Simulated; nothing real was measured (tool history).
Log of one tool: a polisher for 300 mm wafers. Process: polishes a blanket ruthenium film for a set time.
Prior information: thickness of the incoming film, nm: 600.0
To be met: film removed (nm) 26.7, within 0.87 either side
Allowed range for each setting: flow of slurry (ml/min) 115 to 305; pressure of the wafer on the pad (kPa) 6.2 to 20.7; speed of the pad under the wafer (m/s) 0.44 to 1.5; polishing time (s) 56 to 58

| run | hour | flow of slurry (ml/min) | pressure of the wafer on the pad (kPa) | speed of the pad under the wafer (m/s) | polishing time (s) | film removed (nm) |
|---|---|---|---|---|---|---|
| 1 | 0 | 195 | 13.1 | 0.96 | 56 | 52.801 |
| 2 | 2.2 | 235 | 13.1 | 0.96 | 56 | 53.549 |
| 3 | 5.4 | 235 | 11.7 | 0.94 | 56 | 47.941 |
| 4 | 12.6 | 235 | 11 | 0.9 | 56 | 45.059 |
| 5 | 15.2 | 235 | 13.1 | 0.9 | 56 | 52.057 |
| 6 | 21.5 | 230 | 11.7 | 0.88 | 56 | 45.772 |
| 7 | 23.9 | 225 | 11 | 0.86 | 56 | 43.118 |
| 8 | 27.1 | 225 | 10.3 | 0.82 | 56 | 39.249 |
| 9 | 32.2 | 220 | 9.7 | 0.8 | 56 | 36.794 |
| 10 | 38.9 | 220 | 9 | 0.78 | 56 | 33.982 |
| 11 | 44.3 | 215 | 8.3 | 0.78 | 56 | 32.11 |
| 12 | 52 | 210 | 7.6 | 0.78 | 56 | 29.55 |
| 13 | 60.4 | 200 | 7.6 | 0.78 | 56 | 29.441 |
| 14 | 62.7 | 195 | 7.6 | 0.78 | 56 | 28.948 |
| 15 | 69.6 | 190 | 7.6 | 0.78 | 56 | 28.895 |
| 16 | 71.4 | 185 | 7.6 | 0.78 | 56 | 28.861 |
| 17 | 73.5 | 180 | 7.6 | 0.78 | 56 | 28.982 |
| 18 | 75.1 | 180 | 7.6 | 0.78 | 56 | 28.787 |
| 19 | 80 | 175 | 7.6 | 0.78 | 56 | 28.551 |
| 20 | 84.2 | 170 | 7.6 | 0.78 | 56 | 28.503 |

Which one of the following 5 next-run settings gets every result inside its allowed miss? There is exactly one.
| A | 88.4 | 170 | 6.9 | 0.66 | 56 | ? |
| B | 88.4 | 190 | 6.9 | 0.74 | 58 | ? |
| C | 88.4 | 160 | 8.3 | 0.76 | 56 | ? |
| D | 88.4 | 200 | 6.9 | 0.86 | 57 | ? |
| E | 88.4 | 150 | 6.9 | 0.72 | 56 | ? |

| move | film removed (nm) |
|---|---|
| A | 24.401 |
| B | 27.352 |
| C | 30.477 |
| D | 29.593 |
| E | 25.181 |
A: takes the result that was furthest off past its target
B: each result inside its tolerance
C: misses by more than the last run did
D: misses by more than the last run did
E: takes the result that was furthest off past its target
Move B is the one to make.
